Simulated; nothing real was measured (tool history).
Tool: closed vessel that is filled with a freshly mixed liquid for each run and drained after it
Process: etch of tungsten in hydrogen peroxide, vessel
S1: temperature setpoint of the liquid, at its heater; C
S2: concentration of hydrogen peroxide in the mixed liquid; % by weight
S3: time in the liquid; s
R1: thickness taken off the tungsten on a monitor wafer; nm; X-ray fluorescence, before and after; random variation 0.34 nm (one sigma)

{"run": 1, "hour": 0.0, "S1": 54, "S2": 21, "S3": 85, "R1": 98.258}
{"run": 2, "hour": 3.6, "S1": 49, "S2": 21, "S3": 85, "R1": 73.873}
{"run": 3, "hour": 10.6, "S1": 47, "S2": 21, "S3": 85, "R1": 65.093}
{"run": 4, "hour": 12.6, "S1": 47, "S2": 21, "S3": 90, "R1": 67.329}
{"run": 5, "hour": 15.7, "S1": 47, "S2": 21, "S3": 85, "R1": 63.88}
{"run": 6, "hour": 16.3, "S1": 47, "S2": 19, "S3": 85, "R1": 61.829}
{"run": 7, "hour": 21.7, "S1": 45.5, "S2": 19, "S3": 85, "R1": 55.594}
{"run": 8, "hour": 28.2, "S1": 44.5, "S2": 19, "S3": 85, "R1": 52.702}
{"run": 9, "hour": 32.9, "S1": 44, "S2": 19, "S3": 85, "R1": 50.483}

Forecast run 10:
{"run": 10, "hour": 38.2, "S1": 43.5, "S2": 19, "S3": 85, "R1": "?"}

R1: 49.049 nm
